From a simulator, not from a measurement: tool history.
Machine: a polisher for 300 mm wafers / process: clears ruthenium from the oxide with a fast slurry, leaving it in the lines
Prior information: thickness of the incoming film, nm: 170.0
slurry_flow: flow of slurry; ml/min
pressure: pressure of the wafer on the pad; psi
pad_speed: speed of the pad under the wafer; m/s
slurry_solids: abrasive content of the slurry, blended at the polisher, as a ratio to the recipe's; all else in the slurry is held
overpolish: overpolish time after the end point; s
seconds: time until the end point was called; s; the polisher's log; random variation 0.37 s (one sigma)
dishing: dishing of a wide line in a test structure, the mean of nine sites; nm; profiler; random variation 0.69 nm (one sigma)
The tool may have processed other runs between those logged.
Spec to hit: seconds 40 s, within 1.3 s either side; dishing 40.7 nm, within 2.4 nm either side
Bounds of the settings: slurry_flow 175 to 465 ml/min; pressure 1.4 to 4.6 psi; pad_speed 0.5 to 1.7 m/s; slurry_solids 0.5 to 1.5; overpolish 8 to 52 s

run	hour	slurry_flow	pressure	pad_speed	slurry_solids	overpolish	seconds	dishing
1	0	295	3	1.1	1	26	39.727	78.586
2	2.2	295	3	0.94	1	26	45.149	70.363
3	6.9	295	3	0.94	1	21	44.8	59.563
4	13.1	295	3	0.78	1	21	53.661	52.053
5	20.3	295	3	0.78	1	10	53.537	26.815
6	24	250	3	0.78	1	10	54.538	26.146
7	29.9	265	3.1	0.78	1	10	51.846	26.525
# hour 38.5: worn pad replaced by a new one
8	38.5	275	3.2	0.78	1	11	46.167	32.444
9	39.8	290	3.2	0.78	1	11	46.65	32.497
10	45.1	290	3.7	0.78	1	15	40.784	50.241
11	53.1	285	3.7	0.78	1	15	40.483	49.073
12	60.1	280	3.7	0.78	1	15	40.385	50.147
13	62.4	275	3.7	0.78	1	15	40.636	48.836
14	69.3	270	3.7	0.78	1	15	40.332	48.436
15	73.7	265	3.7	0.78	1	15	41.029	49.016
16	80.5	260	3.7	0.8	1	13	39.679	43.395
17	84.1	255	3.7	0.8	1	13	39.903	43.548

Pick the move, out of 4, that brings all results within their allowed miss; only one does.
A	87.7	315	3.2	0.8	1.35	12	?	?
B	87.7	210	4.2	0.66	0.95	13	?	?
C	87.7	290	3.4	0.92	0.85	14	?	?
D	87.7	180	3.3	0.86	1	15	?	?

move	seconds	dishing
A	39.077	40.105
B	43.155	39.417
C	40.417	44.659
D	42.865	45.064
A: each result inside its tolerance
B: the worst result of the last run now meets its target, but another is out of spec
C: its largest miss is bigger than the last run's
D: its largest miss is bigger than the last run's
So the answer is move A, the one that meets all the targets.

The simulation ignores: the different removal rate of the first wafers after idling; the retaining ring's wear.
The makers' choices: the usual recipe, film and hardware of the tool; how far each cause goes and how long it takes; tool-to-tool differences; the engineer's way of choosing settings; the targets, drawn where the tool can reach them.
